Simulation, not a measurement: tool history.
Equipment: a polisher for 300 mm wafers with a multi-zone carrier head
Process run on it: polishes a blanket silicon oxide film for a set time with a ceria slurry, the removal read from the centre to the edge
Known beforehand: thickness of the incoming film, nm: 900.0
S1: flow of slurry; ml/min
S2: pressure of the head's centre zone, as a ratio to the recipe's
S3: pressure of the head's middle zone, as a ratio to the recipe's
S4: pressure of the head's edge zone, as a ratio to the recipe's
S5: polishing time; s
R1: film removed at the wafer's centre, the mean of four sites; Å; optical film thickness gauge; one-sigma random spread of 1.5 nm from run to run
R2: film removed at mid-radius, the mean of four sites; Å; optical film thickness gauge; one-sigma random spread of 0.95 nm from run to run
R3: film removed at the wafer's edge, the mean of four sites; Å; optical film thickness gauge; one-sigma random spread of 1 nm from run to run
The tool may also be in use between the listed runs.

run	hour	S1	S2	S3	S4	S5	R1	R2	R3
1	0	205	1	1	1	65	2783.7	2784.1	2861.4
2	2.4	205	1	0.91	1	65	2802.4	2558.2	2898.4
3	4.5	200	1	0.91	0.97	58	2509.3	2254.2	2547.3
4	8.1	195	0.99	0.92	0.94	53	2208.4	2093.9	2294.1
5	13	195	1	0.92	0.92	49	2080.1	1935.6	2073.8
6	20.9	190	1	0.92	0.9	47	1941.1	1833.3	1963
7	25.9	185	1	0.92	0.88	45	1901.6	1755.2	1880.6
8	30	185	1	0.92	0.88	45	1864.8	1767.5	1897.7
9	35.4	185	1	0.92	0.87	43	1807.5	1690.6	1791.9
10	37.7	180	1	0.92	0.86	42	1744.2	1632.7	1735.6
11	39.1	175	1	0.92	0.85	41	1678	1592.4	1668.7
12	42.2	165	1	0.92	0.84	41	1717.5	1587.8	1665.8

Run 13 comes next. What will it give?
13	48.5	160	0.99	0.92	0.83	40	?	?	?

R1: 1651.5 Å
R2: 1537.2 Å
R3: 1612.1 Å
